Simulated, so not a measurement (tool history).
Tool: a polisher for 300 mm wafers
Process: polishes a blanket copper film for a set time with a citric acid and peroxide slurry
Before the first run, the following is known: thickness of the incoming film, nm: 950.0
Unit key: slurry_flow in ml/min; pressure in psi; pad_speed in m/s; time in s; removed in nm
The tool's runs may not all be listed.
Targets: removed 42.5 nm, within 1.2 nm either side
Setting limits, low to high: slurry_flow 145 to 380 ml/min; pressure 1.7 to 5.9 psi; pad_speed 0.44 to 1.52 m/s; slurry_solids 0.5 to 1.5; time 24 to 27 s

run,day,slurry_flow,pressure,pad_speed,slurry_solids,time,removed
1,0,245,3.8,0.98,1,27,84.932
2,0.3,245,3.5,0.96,1,27,76.315
3,0.646,245,3.2,0.94,1,27,68.819
4,0.829,245,3,0.94,1,27,65.128
5,1.171,245,2.8,0.94,1,27,61.437
6,1.433,245,2.6,0.94,1,27,56.216
7,1.662,245,2.5,0.94,1,27,54.254
8,1.775,245,2.4,0.94,1,27,52.594
9,2.038,245,2.3,0.94,1,27,50.67
10,2.162,245,2.2,0.94,1,27,47.931
11,2.288,235,1.7,0.94,1,27,37.618
12,2.521,240,1.7,0.94,1,27,37.794
13,2.683,250,1.7,0.94,1,27,38.488
14,2.992,260,1.8,0.94,1,27,40.223

4 candidate next runs follow, results not yet known. Just one meets every target within its allowed miss. Identify it.
A,3.3,230,2,0.92,0.95,24,?
B,3.3,265,2.2,0.86,0.85,26,?
C,3.3,250,2.2,0.76,1,27,?
D,3.3,255,2.1,0.92,1.1,27,?

move,removed
A,38.702
B,42.965
C,40.294
D,46.932
A: the biggest miss grows against the last run
B: all results land within tolerance of their targets
C: roughly where the last run was
D: moves the result that the last run missed by most past its target, out the other side
Move B is the one to make.

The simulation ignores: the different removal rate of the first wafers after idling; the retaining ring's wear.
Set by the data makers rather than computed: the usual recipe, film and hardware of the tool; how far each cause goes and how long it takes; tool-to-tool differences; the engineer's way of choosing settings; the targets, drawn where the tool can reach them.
